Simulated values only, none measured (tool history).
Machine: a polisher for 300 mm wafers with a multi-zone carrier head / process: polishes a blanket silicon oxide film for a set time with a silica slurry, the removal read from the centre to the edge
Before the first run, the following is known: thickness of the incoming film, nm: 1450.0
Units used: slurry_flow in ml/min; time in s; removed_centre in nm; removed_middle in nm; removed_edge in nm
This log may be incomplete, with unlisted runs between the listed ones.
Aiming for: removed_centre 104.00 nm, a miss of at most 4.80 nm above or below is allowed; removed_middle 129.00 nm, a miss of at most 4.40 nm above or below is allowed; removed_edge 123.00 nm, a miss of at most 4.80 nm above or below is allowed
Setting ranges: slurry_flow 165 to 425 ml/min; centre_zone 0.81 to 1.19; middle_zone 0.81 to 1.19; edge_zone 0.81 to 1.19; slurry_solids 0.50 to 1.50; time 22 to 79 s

Run 1, hour 0.0: slurry_flow 275 ml/min, centre_zone 1.00, middle_zone 1.00, edge_zone 1.00, slurry_solids 1.00, time 50 s. Result: removed_centre 142.66 nm, removed_middle 142.71 nm, removed_edge 139.51 nm.
Run 2, hour 7.7: slurry_flow 275 ml/min, centre_zone 1.00, middle_zone 1.00, edge_zone 1.00, slurry_solids 0.90, time 50 s. Result: removed_centre 131.30 nm, removed_middle 135.22 nm, removed_edge 129.71 nm.
Run 3, hour 16.4: slurry_flow 275 ml/min, centre_zone 0.92, middle_zone 1.00, edge_zone 1.00, slurry_solids 0.90, time 50 s. Result: removed_centre 120.69 nm, removed_middle 136.11 nm, removed_edge 129.95 nm.
Run 4, hour 25.0: slurry_flow 320 ml/min, centre_zone 0.92, middle_zone 1.00, edge_zone 1.00, slurry_solids 0.90, time 50 s. Result: removed_centre 124.12 nm, removed_middle 135.73 nm, removed_edge 131.71 nm.
Run 5, hour 27.4: slurry_flow 320 ml/min, centre_zone 0.92, middle_zone 1.00, edge_zone 1.07, slurry_solids 0.90, time 50 s. Result: removed_centre 124.22 nm, removed_middle 137.62 nm, removed_edge 136.56 nm.
Run 6, hour 31.0: slurry_flow 315 ml/min, centre_zone 0.91, middle_zone 1.00, edge_zone 1.06, slurry_solids 0.90, time 50 s. Result: removed_centre 119.34 nm, removed_middle 137.06 nm, removed_edge 135.70 nm.
Run 7, hour 33.4: slurry_flow 310 ml/min, centre_zone 0.90, middle_zone 1.00, edge_zone 1.05, slurry_solids 0.90, time 50 s. Result: removed_centre 118.93 nm, removed_middle 135.47 nm, removed_edge 134.29 nm.
Run 8, hour 35.0: slurry_flow 305 ml/min, centre_zone 0.89, middle_zone 1.00, edge_zone 1.04, slurry_solids 0.90, time 50 s. Result: removed_centre 117.24 nm, removed_middle 137.20 nm, removed_edge 134.35 nm.
Run 9, hour 38.4: slurry_flow 305 ml/min, centre_zone 0.88, middle_zone 1.00, edge_zone 1.03, slurry_solids 0.90, time 50 s. Result: removed_centre 120.13 nm, removed_middle 137.33 nm, removed_edge 133.65 nm.
Run 10, hour 45.4: slurry_flow 305 ml/min, centre_zone 0.87, middle_zone 1.00, edge_zone 1.03, slurry_solids 0.90, time 50 s. Result: removed_centre 114.79 nm, removed_middle 136.61 nm, removed_edge 137.91 nm.
Run 11, hour 52.4: slurry_flow 305 ml/min, centre_zone 0.87, middle_zone 1.00, edge_zone 1.03, slurry_solids 0.85, time 50 s. Result: removed_centre 110.92 nm, removed_middle 130.91 nm, removed_edge 131.02 nm.
Run 12, hour 58.7: slurry_flow 305 ml/min, centre_zone 0.87, middle_zone 1.00, edge_zone 1.03, slurry_solids 0.85, time 50 s. Result: removed_centre 113.76 nm, removed_middle 132.12 nm, removed_edge 127.74 nm.
Run 13, hour 67.6: slurry_flow 300 ml/min, centre_zone 0.86, middle_zone 1.00, edge_zone 1.03, slurry_solids 0.85, time 50 s. Result: removed_centre 108.15 nm, removed_middle 129.65 nm, removed_edge 131.18 nm.
Run 14, hour 74.0: slurry_flow 300 ml/min, centre_zone 0.86, middle_zone 1.01, edge_zone 1.02, slurry_solids 0.85, time 50 s. Result: removed_centre 109.60 nm, removed_middle 132.06 nm, removed_edge 131.73 nm.
Run 15, hour 81.0: slurry_flow 300 ml/min, centre_zone 0.86, middle_zone 1.02, edge_zone 1.00, slurry_solids 0.85, time 50 s. Result: removed_centre 108.54 nm, removed_middle 135.75 nm, removed_edge 125.86 nm.
Run 16, hour 81.8: slurry_flow 280 ml/min, centre_zone 0.84, middle_zone 0.98, edge_zone 0.98, slurry_solids 0.80, time 50 s. Result: removed_centre 106.21 nm, removed_middle 122.52 nm, removed_edge 121.40 nm.

Which of these 5 next moves meets every target?
Run A, hour 82.6: slurry_flow 165 ml/min, centre_zone 0.84, middle_zone 1.01, edge_zone 0.96, slurry_solids 0.85, time 51 s. Result: removed_centre ?, removed_middle ?, removed_edge ?.
Run B, hour 82.6: slurry_flow 260 ml/min, centre_zone 1.00, middle_zone 1.06, edge_zone 0.83, slurry_solids 0.55, time 63 s. Result: removed_centre ?, removed_middle ?, removed_edge ?.
Run C, hour 82.6: slurry_flow 265 ml/min, centre_zone 0.87, middle_zone 0.87, edge_zone 0.98, slurry_solids 1.10, time 43 s. Result: removed_centre ?, removed_middle ?, removed_edge ?.
Run D, hour 82.6: slurry_flow 310 ml/min, centre_zone 0.95, middle_zone 1.12, edge_zone 0.86, slurry_solids 0.70, time 53 s. Result: removed_centre ?, removed_middle ?, removed_edge ?.
Run E, hour 82.6: slurry_flow 265 ml/min, centre_zone 0.91, middle_zone 0.91, edge_zone 1.00, slurry_solids 0.70, time 54 s. Result: removed_centre ?, removed_middle ?, removed_edge ?.

move  removed_centre  removed_middle  removed_edge
   A          104.31          127.00        121.68
   B          119.02          125.94        107.25
   C          109.42          113.08        122.87
   D          115.47          134.65        110.65
   E          110.98          113.70        120.16
A: each result inside its tolerance
B: brings the result that was furthest off to its target, and leaves another outside
C: lands further from the targets than the last run did
D: pushes the last run's worst result past its target
E: lands further from the targets than the last run did
The move that meets every target is A.
